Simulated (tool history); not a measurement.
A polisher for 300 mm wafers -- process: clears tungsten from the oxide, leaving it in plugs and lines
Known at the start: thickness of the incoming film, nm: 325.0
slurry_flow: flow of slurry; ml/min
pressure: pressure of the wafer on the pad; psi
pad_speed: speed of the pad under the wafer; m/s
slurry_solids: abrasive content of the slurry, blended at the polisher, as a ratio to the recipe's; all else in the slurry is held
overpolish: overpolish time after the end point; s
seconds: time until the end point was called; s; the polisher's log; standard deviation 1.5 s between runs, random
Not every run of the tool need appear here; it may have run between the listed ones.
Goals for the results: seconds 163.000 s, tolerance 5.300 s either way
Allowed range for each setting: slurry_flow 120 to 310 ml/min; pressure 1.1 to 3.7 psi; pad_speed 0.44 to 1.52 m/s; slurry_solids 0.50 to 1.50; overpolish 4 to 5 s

| run | hour | slurry_flow | pressure | pad_speed | slurry_solids | overpolish | seconds |
|---|---|---|---|---|---|---|---|
| 1 | 0.0 | 200 | 2.4 | 0.98 | 1.00 | 5 | 110.790 |
| 2 | 6.5 | 200 | 2.2 | 0.98 | 1.00 | 5 | 118.560 |
| 3 | 14.7 | 200 | 2.1 | 0.98 | 1.00 | 5 | 126.130 |
| 4 | 18.6 | 200 | 2.1 | 0.98 | 1.00 | 5 | 124.760 |
| 5 | 20.3 | 200 | 2.6 | 0.98 | 1.00 | 5 | 100.210 |
| 6 | 23.7 | 200 | 2.6 | 0.98 | 1.20 | 5 | 97.612 |
| 7 | 32.5 | 200 | 2.4 | 0.98 | 1.20 | 5 | 106.330 |
| 8 | 37.9 | 200 | 2.2 | 0.98 | 1.20 | 5 | 113.190 |
| 9 | 43.3 | 200 | 2.0 | 0.98 | 1.20 | 5 | 124.910 |
| 10 | 50.3 | 200 | 1.9 | 0.98 | 1.20 | 5 | 130.200 |
| 11 | 52.9 | 200 | 1.8 | 0.98 | 1.20 | 5 | 137.750 |
| 12 | 54.0 | 200 | 1.7 | 0.98 | 1.20 | 5 | 143.170 |
| 13 | 56.4 | 190 | 1.4 | 0.98 | 1.20 | 5 | 173.140 |
| 14 | 59.8 | 195 | 1.4 | 0.98 | 1.20 | 5 | 174.880 |
| 15 | 65.2 | 200 | 1.4 | 0.98 | 1.20 | 5 | 178.450 |

Consider the 5 candidate settings below. Which is the only one whose results all fall within their allowed miss of target?
| A | 70.6 | 185 | 1.2 | 0.90 | 1.45 | 4 | ? |
| B | 70.6 | 190 | 1.3 | 0.96 | 1.10 | 5 | ? |
| C | 70.6 | 235 | 1.6 | 0.92 | 1.10 | 5 | ? |
| D | 70.6 | 185 | 1.7 | 0.78 | 1.30 | 5 | ? |
| E | 70.6 | 265 | 1.5 | 0.78 | 1.25 | 5 | ? |

| move | seconds |
|---|---|
| A | 214.340 |
| B | 197.400 |
| C | 163.510 |
| D | 181.040 |
| E | 195.240 |
A: its largest miss is bigger than the last run's
B: its largest miss is bigger than the last run's
C: all results in spec
D: its largest miss is bigger than the last run's
E: its largest miss is bigger than the last run's
Answer: C

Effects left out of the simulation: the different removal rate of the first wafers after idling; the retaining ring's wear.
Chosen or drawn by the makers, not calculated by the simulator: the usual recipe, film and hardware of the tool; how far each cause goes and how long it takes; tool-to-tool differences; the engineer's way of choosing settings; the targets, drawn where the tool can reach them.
